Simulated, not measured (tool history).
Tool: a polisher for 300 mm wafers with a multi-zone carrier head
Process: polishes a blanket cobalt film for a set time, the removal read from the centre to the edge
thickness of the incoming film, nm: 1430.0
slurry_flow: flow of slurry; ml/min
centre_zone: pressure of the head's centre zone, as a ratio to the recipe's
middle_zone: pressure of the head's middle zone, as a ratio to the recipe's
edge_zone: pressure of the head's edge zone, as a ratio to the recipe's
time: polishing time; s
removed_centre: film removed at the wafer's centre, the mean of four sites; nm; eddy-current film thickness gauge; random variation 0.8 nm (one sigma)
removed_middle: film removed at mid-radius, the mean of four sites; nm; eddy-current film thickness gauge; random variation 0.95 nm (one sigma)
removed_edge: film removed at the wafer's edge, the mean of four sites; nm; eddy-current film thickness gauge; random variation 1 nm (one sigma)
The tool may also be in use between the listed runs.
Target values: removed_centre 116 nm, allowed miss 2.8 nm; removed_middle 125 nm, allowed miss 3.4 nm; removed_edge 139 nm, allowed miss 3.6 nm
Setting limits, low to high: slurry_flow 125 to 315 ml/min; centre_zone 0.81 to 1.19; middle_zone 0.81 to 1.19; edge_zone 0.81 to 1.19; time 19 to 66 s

Run 1, hour 0: slurry_flow 205 ml/min, centre_zone 1, middle_zone 1, edge_zone 1, time 42 s. Result: removed_centre 244.1 nm, removed_middle 248.84 nm, removed_edge 244.84 nm.
Run 2, hour 5.8: slurry_flow 160 ml/min, centre_zone 1, middle_zone 1, edge_zone 1, time 42 s. Result: removed_centre 229.18 nm, removed_middle 236.6 nm, removed_edge 234.73 nm.
Run 3, hour 8.3: slurry_flow 150 ml/min, centre_zone 0.95, middle_zone 0.95, edge_zone 0.98, time 36 s. Result: removed_centre 185.24 nm, removed_middle 193.61 nm, removed_edge 195.38 nm.
Run 4, hour 9.8: slurry_flow 150 ml/min, centre_zone 0.95, middle_zone 0.95, edge_zone 0.94, time 36 s. Result: removed_centre 184.12 nm, removed_middle 194.8 nm, removed_edge 193.08 nm.
Run 5, hour 12.8: slurry_flow 150 ml/min, centre_zone 0.95, middle_zone 0.95, edge_zone 1.02, time 36 s. Result: removed_centre 184.66 nm, removed_middle 192.41 nm, removed_edge 197.7 nm.
Run 6, hour 20: slurry_flow 150 ml/min, centre_zone 0.95, middle_zone 0.95, edge_zone 1.06, time 36 s. Result: removed_centre 185.21 nm, removed_middle 192.46 nm, removed_edge 200.73 nm.
Run 7, hour 23.6: slurry_flow 145 ml/min, centre_zone 0.91, middle_zone 0.92, edge_zone 1.06, time 32 s. Result: removed_centre 153.06 nm, removed_middle 164.51 nm, removed_edge 177.89 nm.
Run 8, hour 26.6: slurry_flow 140 ml/min, centre_zone 0.89, middle_zone 0.89, edge_zone 1.03, time 30 s. Result: removed_centre 141.68 nm, removed_middle 150.04 nm, removed_edge 164.15 nm.
Run 9, hour 29.6: slurry_flow 135 ml/min, centre_zone 0.87, middle_zone 0.87, edge_zone 1, time 29 s. Result: removed_centre 132.15 nm, removed_middle 140.19 nm, removed_edge 157.86 nm.
Run 10, hour 35.9: slurry_flow 135 ml/min, centre_zone 0.86, middle_zone 0.86, edge_zone 0.96, time 28 s. Result: removed_centre 125.97 nm, removed_middle 134.27 nm, removed_edge 148.48 nm.

5 candidate next runs follow, results not yet known. Just one meets every target within its allowed miss. Identify it.
Run A, hour 42.2: slurry_flow 190 ml/min, centre_zone 0.88, middle_zone 0.96, edge_zone 0.85, time 26 s. Result: removed_centre ?, removed_middle ?, removed_edge ?.
Run B, hour 42.2: slurry_flow 145 ml/min, centre_zone 0.83, middle_zone 0.88, edge_zone 0.89, time 25 s. Result: removed_centre ?, removed_middle ?, removed_edge ?.
Run C, hour 42.2: slurry_flow 135 ml/min, centre_zone 0.81, middle_zone 0.94, edge_zone 0.83, time 26 s. Result: removed_centre ?, removed_middle ?, removed_edge ?.
Run D, hour 42.2: slurry_flow 125 ml/min, centre_zone 0.85, middle_zone 1.03, edge_zone 0.91, time 27 s. Result: removed_centre ?, removed_middle ?, removed_edge ?.
Run E, hour 42.2: slurry_flow 140 ml/min, centre_zone 0.84, middle_zone 0.84, edge_zone 0.94, time 26 s. Result: removed_centre ?, removed_middle ?, removed_edge ?.

move  removed_centre  removed_middle  removed_edge
   A          129.49          147.89         138.4
   B          110.35          125.27        130.18
   C           109.8          135.24         130.3
   D          116.97          148.49        137.65
   E          115.02          124.32        137.39
A: the biggest miss grows against the last run
B: takes the result that was furthest off past its target
C: takes the result that was furthest off past its target
D: the worst result of the last run now meets its target, but another is out of spec
E: every result within its allowed miss
E is the move that brings every result within its allowed miss.

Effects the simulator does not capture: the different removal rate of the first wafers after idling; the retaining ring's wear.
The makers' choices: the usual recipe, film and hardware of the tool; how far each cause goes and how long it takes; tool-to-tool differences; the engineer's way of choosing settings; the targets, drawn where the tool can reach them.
